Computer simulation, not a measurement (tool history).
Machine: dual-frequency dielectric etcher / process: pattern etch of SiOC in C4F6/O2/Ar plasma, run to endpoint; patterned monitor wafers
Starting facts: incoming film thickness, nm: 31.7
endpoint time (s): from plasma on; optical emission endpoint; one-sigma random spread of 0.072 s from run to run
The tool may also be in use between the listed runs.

| run | day | bias power (kW) | source power (kW) | endpoint time (s) |
|---|---|---|---|---|
| 1 | 0.000 | 0.472 | 0.420 | 10.761 |
| 2 | 0.254 | 0.488 | 0.430 | 10.655 |
| 3 | 0.362 | 0.407 | 0.430 | 11.405 |
| 4 | 0.412 | 0.407 | 0.390 | 11.931 |
| 5 | 0.679 | 0.407 | 0.460 | 11.232 |
| 6 | 0.954 | 0.427 | 0.460 | 10.918 |
| 7 | 1.000 | 0.444 | 0.460 | 10.697 |

What does the tool deliver on the next run?
| 8 | 1.088 | 0.458 | 0.460 | ? |

Logged for run 8: endpoint time (s) 10.651.
